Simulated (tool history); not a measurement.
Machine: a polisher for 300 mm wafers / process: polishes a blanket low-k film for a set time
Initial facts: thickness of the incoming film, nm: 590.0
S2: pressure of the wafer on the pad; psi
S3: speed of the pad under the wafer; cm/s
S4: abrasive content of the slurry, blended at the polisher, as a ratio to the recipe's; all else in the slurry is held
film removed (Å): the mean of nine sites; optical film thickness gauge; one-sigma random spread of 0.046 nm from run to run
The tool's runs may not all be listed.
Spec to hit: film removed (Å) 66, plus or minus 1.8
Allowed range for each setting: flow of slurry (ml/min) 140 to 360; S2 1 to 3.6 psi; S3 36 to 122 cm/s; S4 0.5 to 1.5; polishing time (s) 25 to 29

{"run": 1, "hour": 0.0, "flow of slurry (ml/min)": 230, "S2": 2.3, "S3": 78, "S4": 1, "polishing time (s)": 29, "film removed (Å)": 119.61}
{"run": 2, "hour": 4.6, "flow of slurry (ml/min)": 230, "S2": 2.3, "S3": 78, "S4": 1, "polishing time (s)": 25, "film removed (Å)": 101.6}
{"run": 3, "hour": 13.4, "flow of slurry (ml/min)": 230, "S2": 2.2, "S3": 78, "S4": 1, "polishing time (s)": 25, "film removed (Å)": 98.109}
{"run": 4, "hour": 17.8, "flow of slurry (ml/min)": 230, "S2": 2.2, "S3": 78, "S4": 1, "polishing time (s)": 25, "film removed (Å)": 97.561}
{"run": 5, "hour": 22.0, "flow of slurry (ml/min)": 230, "S2": 2.1, "S3": 78, "S4": 1, "polishing time (s)": 25, "film removed (Å)": 94.074}
{"run": 6, "hour": 27.4, "flow of slurry (ml/min)": 230, "S2": 2.1, "S3": 88, "S4": 1, "polishing time (s)": 25, "film removed (Å)": 103.32}
{"hour": 31.3, "done": "slurry blender recalibrated"}
{"run": 7, "hour": 31.3, "flow of slurry (ml/min)": 230, "S2": 2, "S3": 88, "S4": 1, "polishing time (s)": 25, "film removed (Å)": 112.17}
{"run": 8, "hour": 37.2, "flow of slurry (ml/min)": 230, "S2": 1.9, "S3": 86, "S4": 1, "polishing time (s)": 25, "film removed (Å)": 105.68}
{"run": 9, "hour": 43.5, "flow of slurry (ml/min)": 230, "S2": 1.8, "S3": 82, "S4": 1, "polishing time (s)": 25, "film removed (Å)": 96.005}
{"run": 10, "hour": 52.3, "flow of slurry (ml/min)": 230, "S2": 1.7, "S3": 80, "S4": 1, "polishing time (s)": 25, "film removed (Å)": 89.708}
{"run": 11, "hour": 54.7, "flow of slurry (ml/min)": 215, "S2": 1.1, "S3": 80, "S4": 1, "polishing time (s)": 25, "film removed (Å)": 58.49}
{"run": 12, "hour": 55.5, "flow of slurry (ml/min)": 220, "S2": 1.1, "S3": 80, "S4": 1, "polishing time (s)": 25, "film removed (Å)": 58.776}
{"run": 13, "hour": 57.1, "flow of slurry (ml/min)": 225, "S2": 1.1, "S3": 80, "S4": 1, "polishing time (s)": 25, "film removed (Å)": 58.333}
{"run": 14, "hour": 65.4, "flow of slurry (ml/min)": 230, "S2": 1.1, "S3": 80, "S4": 1, "polishing time (s)": 25, "film removed (Å)": 58.144}
{"run": 15, "hour": 66.0, "flow of slurry (ml/min)": 230, "S2": 1.2, "S3": 80, "S4": 1, "polishing time (s)": 25, "film removed (Å)": 64.452}
{"run": 16, "hour": 73.3, "flow of slurry (ml/min)": 235, "S2": 1.2, "S3": 80, "S4": 1, "polishing time (s)": 25, "film removed (Å)": 64.525}

Exactly one of the 4 candidate moves below puts every result within its allowed miss. Which one?
{"run": "A", "hour": 80.6, "flow of slurry (ml/min)": 255, "S2": 1, "S3": 82, "S4": 1.05, "polishing time (s)": 26, "film removed (Å)": "?"}
{"run": "B", "hour": 80.6, "flow of slurry (ml/min)": 185, "S2": 1.1, "S3": 88, "S4": 0.85, "polishing time (s)": 27, "film removed (Å)": "?"}
{"run": "C", "hour": 80.6, "flow of slurry (ml/min)": 220, "S2": 1.3, "S3": 70, "S4": 1.1, "polishing time (s)": 26, "film removed (Å)": "?"}
{"run": "D", "hour": 80.6, "flow of slurry (ml/min)": 210, "S2": 1.3, "S3": 72, "S4": 1, "polishing time (s)": 25, "film removed (Å)": "?"}

move=A film_removed_(Å)=59.177
move=B film_removed_(Å)=62.633
move=C film_removed_(Å)=66.706
move=D film_removed_(Å)=62.865
A: its largest miss is bigger than the last run's
B: its largest miss is bigger than the last run's
C: all results in spec
D: its largest miss is bigger than the last run's
C meets every target.
